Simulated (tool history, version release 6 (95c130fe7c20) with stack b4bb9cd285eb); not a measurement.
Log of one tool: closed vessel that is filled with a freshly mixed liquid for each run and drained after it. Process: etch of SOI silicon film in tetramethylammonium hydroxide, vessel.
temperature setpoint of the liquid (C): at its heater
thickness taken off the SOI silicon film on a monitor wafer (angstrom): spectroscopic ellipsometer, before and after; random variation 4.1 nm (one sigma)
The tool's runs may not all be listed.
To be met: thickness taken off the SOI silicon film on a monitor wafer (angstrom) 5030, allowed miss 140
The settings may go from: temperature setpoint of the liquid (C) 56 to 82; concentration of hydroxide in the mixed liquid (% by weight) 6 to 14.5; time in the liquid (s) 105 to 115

run  hour  temperature setpoint of the liquid (C)  concentration of hydroxide in the mixed liquid (% by weight)  time in the liquid (s)  thickness taken off the SOI silicon film on a monitor wafer (angstrom)
  1     0                                      69                                                           9.5                     105                                                                  7160.8
  2   2.1                                      72                                                           9.5                     105                                                                  8422.3
  3     9                                      72                                                          11.5                     105                                                                  7971.9
  4  16.7                                      71                                                          11.5                     105                                                                  7580.3
  5  17.5                                      70                                                          11.5                     105                                                                  6958.7
  6  24.2                                      70                                                          12.5                     105                                                                  6823.2
  7  30.8                                    69.5                                                          12.5                     105                                                                  6648.6
  8  33.1                                    69.5                                                          12.5                     105                                                                  6596.8
  9  38.7                                      69                                                          12.5                     105                                                                  6418.4
 10  46.8                                    68.5                                                          12.5                     105                                                                  6218.4
 11  48.5                                      68                                                          12.5                     105                                                                  5957.8

5 next moves are on the table. One of them brings every result within its allowed miss. Which?
  A  50.2                                    70.5                                                            14                     110                                                                       ?
  B  50.2                                    64.5                                                          11.5                     105                                                                       ?
  C  50.2                                    64.5                                                            13                     115                                                                       ?
  D  50.2                                    63.5                                                            12                     105                                                                       ?
  E  50.2                                    67.5                                                            12                     115                                                                       ?

move  thickness taken off the SOI silicon film on a monitor wafer (angstrom)
   A                                                                  6905.6
   B                                                                    5029
   C                                                                    5233
   D                                                                  4653.6
   E                                                                  6486.4
A: further off than the last run
B: meets every target
C: nearer than the last run, and not there yet
D: takes the result that was furthest off past its target
E: further off than the last run
Move B is the one to make.
